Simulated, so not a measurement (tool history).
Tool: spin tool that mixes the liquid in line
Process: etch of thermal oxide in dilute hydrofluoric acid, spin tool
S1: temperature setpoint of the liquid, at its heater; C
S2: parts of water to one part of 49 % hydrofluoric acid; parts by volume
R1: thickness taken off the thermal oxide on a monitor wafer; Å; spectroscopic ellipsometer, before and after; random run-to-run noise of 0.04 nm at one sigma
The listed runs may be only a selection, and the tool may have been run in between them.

{"run": 1, "day": 0.0, "S1": 25, "S2": 260, "time under the liquid (s)": 300, "R1": 50.042}
{"run": 2, "day": 0.242, "S1": 24, "S2": 260, "time under the liquid (s)": 300, "R1": 49.469}
{"run": 3, "day": 0.508, "S1": 24, "S2": 220, "time under the liquid (s)": 300, "R1": 61.141}
{"run": 4, "day": 0.779, "S1": 24, "S2": 255, "time under the liquid (s)": 300, "R1": 50.26}
{"run": 5, "day": 1.075, "S1": 24, "S2": 205, "time under the liquid (s)": 300, "R1": 65.912}
{"run": 6, "day": 1.112, "S1": 24, "S2": 115, "time under the liquid (s)": 300, "R1": 130.84}
{"run": 7, "day": 1.462, "S1": 24, "S2": 115, "time under the liquid (s)": 300, "R1": 132.12}
{"run": 8, "day": 1.517, "S1": 23, "S2": 135, "time under the liquid (s)": 300, "R1": 103.61}

Predict the results of run 9:
{"run": 9, "day": 1.875, "S1": 22, "S2": 150, "time under the liquid (s)": 300, "R1": "?"}

Run 9 came out at R1 88.742 Å.
